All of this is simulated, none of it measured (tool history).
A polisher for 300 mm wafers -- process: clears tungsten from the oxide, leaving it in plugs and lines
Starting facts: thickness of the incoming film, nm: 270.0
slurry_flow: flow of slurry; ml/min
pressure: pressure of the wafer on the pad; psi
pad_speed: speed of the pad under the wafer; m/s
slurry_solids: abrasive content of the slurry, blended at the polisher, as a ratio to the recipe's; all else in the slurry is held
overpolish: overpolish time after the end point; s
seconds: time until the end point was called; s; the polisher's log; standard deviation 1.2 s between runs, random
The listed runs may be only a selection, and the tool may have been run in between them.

run 1 day=0.000 | slurry_flow=125 pressure=4.1 pad_speed=0.84 slurry_solids=1.0 overpolish=5 | seconds=62.770
run 2 day=0.071 | slurry_flow=125 pressure=5.0 pad_speed=0.84 slurry_solids=1.0 overpolish=5 | seconds=52.514
run 3 day=0.279 | slurry_flow=125 pressure=4.5 pad_speed=0.84 slurry_solids=1.0 overpolish=5 | seconds=57.414
run 4 day=0.583 | slurry_flow=125 pressure=4.0 pad_speed=0.84 slurry_solids=1.0 overpolish=5 | seconds=62.315
run 5 day=0.692 | slurry_flow=125 pressure=4.0 pad_speed=0.84 slurry_solids=0.8 overpolish=5 | seconds=68.025
run 6 day=1.067 | slurry_flow=125 pressure=3.7 pad_speed=0.84 slurry_solids=0.8 overpolish=5 | seconds=74.225

Run 7 comes next. What will it give?
run 7 day=1.121 | slurry_flow=125 pressure=3.7 pad_speed=0.84 slurry_solids=0.8 overpolish=5 | seconds=?

Run 7 measured seconds 75.079 s.
